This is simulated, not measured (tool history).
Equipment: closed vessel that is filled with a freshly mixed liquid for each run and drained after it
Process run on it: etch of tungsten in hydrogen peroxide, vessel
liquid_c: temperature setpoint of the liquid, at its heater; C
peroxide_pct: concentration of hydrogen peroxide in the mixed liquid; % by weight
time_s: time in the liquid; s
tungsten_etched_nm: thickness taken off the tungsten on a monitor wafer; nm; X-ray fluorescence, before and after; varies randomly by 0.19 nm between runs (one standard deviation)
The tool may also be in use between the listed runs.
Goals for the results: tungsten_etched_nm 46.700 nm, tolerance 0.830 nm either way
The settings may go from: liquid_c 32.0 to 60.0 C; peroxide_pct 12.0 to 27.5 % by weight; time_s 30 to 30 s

run  hour  liquid_c  peroxide_pct  time_s  tungsten_etched_nm
  1   0.0      44.0          18.5      30              34.447
  2   7.5      44.0          18.5      30              34.248
  3  16.2      44.0          18.5      30              34.288
  4  18.6      44.0          15.5      30              31.361
  5  21.1      45.5          15.5      30              34.675
  6  22.4      45.5          17.5      30              36.997
  7  26.9      46.0          17.5      30              37.635
  8  29.2      46.5          17.5      30              39.183
  9  34.0      47.0          17.5      30              40.585
 10  37.9      47.5          17.5      30              41.641
 11  47.0      48.0          17.5      30              42.847
 12  53.7      48.5          17.5      30              44.080

Which single option among these 4 for the next run brings every result within its allowed miss of target? Just one does.
  A  60.4      51.5          14.5      30                   ?
  B  60.4      49.5          19.0      30                   ?
  C  60.4      51.0          16.0      30                   ?
  D  60.4      50.0          16.0      30                   ?

move  tungsten_etched_nm
   A              48.375
   B              49.021
   C              49.297
   D              46.383
A: pushes the last run's worst result past its target
B: pushes the last run's worst result past its target
C: pushes the last run's worst result past its target
D: meets every target
D is the move that brings every result within its allowed miss.
